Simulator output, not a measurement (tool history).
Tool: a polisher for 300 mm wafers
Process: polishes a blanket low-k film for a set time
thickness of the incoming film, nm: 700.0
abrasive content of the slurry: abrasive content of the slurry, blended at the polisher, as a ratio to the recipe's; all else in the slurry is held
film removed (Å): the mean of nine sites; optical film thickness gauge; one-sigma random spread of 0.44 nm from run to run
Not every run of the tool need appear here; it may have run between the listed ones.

run	day	flow of slurry (ml/min)	pressure of the wafer on the pad (psi)	speed of the pad under the wafer (m/s)	abrasive content of the slurry	polishing time (s)	film removed (Å)
1	0	195	2.1	0.82	1	60	259.09
2	0.025	195	2.2	0.82	1	60	270.2
3	0.308	195	2.2	0.82	1.15	60	283.45
4	0.558	195	1.8	0.82	1.15	60	237.52
5	0.633	195	1.8	0.82	1.05	60	225.03
6	0.679	195	2.1	0.82	1.05	60	260.14
7	1.038	195	2.2	0.82	1.05	60	278.47

The next listed run, before its measurement:
8	1.254	195	2.3	0.82	1.05	60	?

Run 8 gave film removed (Å) 290.9.
